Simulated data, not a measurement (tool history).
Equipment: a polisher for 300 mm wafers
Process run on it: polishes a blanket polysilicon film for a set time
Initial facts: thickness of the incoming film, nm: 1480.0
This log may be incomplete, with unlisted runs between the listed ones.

| run | hour | flow of slurry (ml/min) | pressure of the wafer on the pad (kPa) | speed of the pad under the wafer (m/s) | polishing time (s) | film removed (nm) |
|---|---|---|---|---|---|---|
| 1 | 0 | 205 | 18.6 | 0.88 | 98 | 872.02 |
| 2 | 6.6 | 200 | 16.5 | 0.86 | 98 | 758.05 |
| 3 | 10.9 | 200 | 20 | 0.86 | 98 | 912.84 |
| 4 | 17.5 | 195 | 17.2 | 0.84 | 98 | 769.08 |
| 5 | 18.2 | 235 | 17.2 | 0.84 | 98 | 785.85 |
| 6 | 24.6 | 230 | 15.2 | 0.82 | 98 | 680.7 |
| 7 | 25.7 | 225 | 13.8 | 0.8 | 98 | 598.23 |
| 8 | 27.8 | 220 | 13.1 | 0.8 | 98 | 575.33 |
| 9 | 29.8 | 200 | 9 | 0.8 | 98 | 391.51 |
| 10 | 33.8 | 215 | 9 | 0.8 | 98 | 401.55 |
|  | 37.8 | head pressure recalibrated |
| 11 | 37.8 | 230 | 9 | 0.8 | 98 | 366.77 |
| 12 | 40.4 | 210 | 9 | 0.8 | 98 | 363.26 |
| 13 | 49.2 | 225 | 9 | 0.8 | 98 | 364.4 |
| 14 | 53 | 210 | 9.7 | 0.8 | 98 | 390.24 |
| 15 | 54 | 225 | 9.7 | 0.8 | 98 | 387.49 |
| 16 | 57.7 | 215 | 9.7 | 0.8 | 98 | 388.99 |
| 17 | 60.2 | 215 | 10.3 | 0.8 | 98 | 416.8 |

The next listed run, before its measurement:
| 18 | 65.1 | 220 | 10.3 | 0.8 | 98 | ? |

film removed (nm): 415.91
